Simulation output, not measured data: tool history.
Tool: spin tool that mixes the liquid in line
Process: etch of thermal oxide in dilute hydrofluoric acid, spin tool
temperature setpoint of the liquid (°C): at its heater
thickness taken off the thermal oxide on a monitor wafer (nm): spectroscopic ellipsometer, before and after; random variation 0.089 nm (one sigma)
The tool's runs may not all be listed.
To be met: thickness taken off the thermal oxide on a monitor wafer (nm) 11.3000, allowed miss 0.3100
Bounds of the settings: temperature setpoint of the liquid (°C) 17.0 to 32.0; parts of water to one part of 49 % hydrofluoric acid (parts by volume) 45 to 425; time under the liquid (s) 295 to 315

| run | hour | temperature setpoint of the liquid (°C) | parts of water to one part of 49 % hydrofluoric acid (parts by volume) | time under the liquid (s) | thickness taken off the thermal oxide on a monitor wafer (nm) |
|---|---|---|---|---|---|
| 1 | 0.0 | 24.0 | 235 | 295 | 5.4920 |
| 2 | 0.6 | 22.5 | 235 | 295 | 5.1877 |
| 3 | 9.3 | 20.0 | 235 | 295 | 4.6851 |
| 4 | 15.0 | 22.5 | 215 | 295 | 5.8220 |
| 5 | 21.1 | 24.5 | 200 | 295 | 6.7157 |
|  | 25.8 | thermometer replaced |
| 6 | 25.8 | 24.5 | 260 | 295 | 4.6194 |
| 7 | 27.0 | 26.0 | 235 | 295 | 5.5920 |
| 8 | 32.2 | 27.0 | 210 | 295 | 6.5621 |
| 9 | 33.7 | 28.0 | 190 | 295 | 7.7274 |
| 10 | 42.5 | 32.0 | 145 | 295 | 12.4070 |
| 11 | 46.2 | 31.5 | 145 | 295 | 12.1120 |
| 12 | 47.5 | 31.0 | 145 | 295 | 11.8120 |
| 13 | 49.7 | 30.5 | 145 | 295 | 11.7770 |

4 next moves are on the table. One of them brings every result within its allowed miss. Which?
| A | 51.9 | 30.5 | 160 | 315 | ? |
| B | 51.9 | 29.5 | 155 | 295 | ? |
| C | 51.9 | 28.5 | 140 | 315 | ? |
| D | 51.9 | 29.0 | 135 | 295 | ? |

| move | thickness taken off the thermal oxide on a monitor wafer (nm) |
|---|---|
| A | 11.1280 |
| B | 10.4480 |
| C | 12.1420 |
| D | 12.0890 |
A: meets every target
B: takes the result that was furthest off past its target
C: further off than the last run
D: further off than the last run
The right move is A.
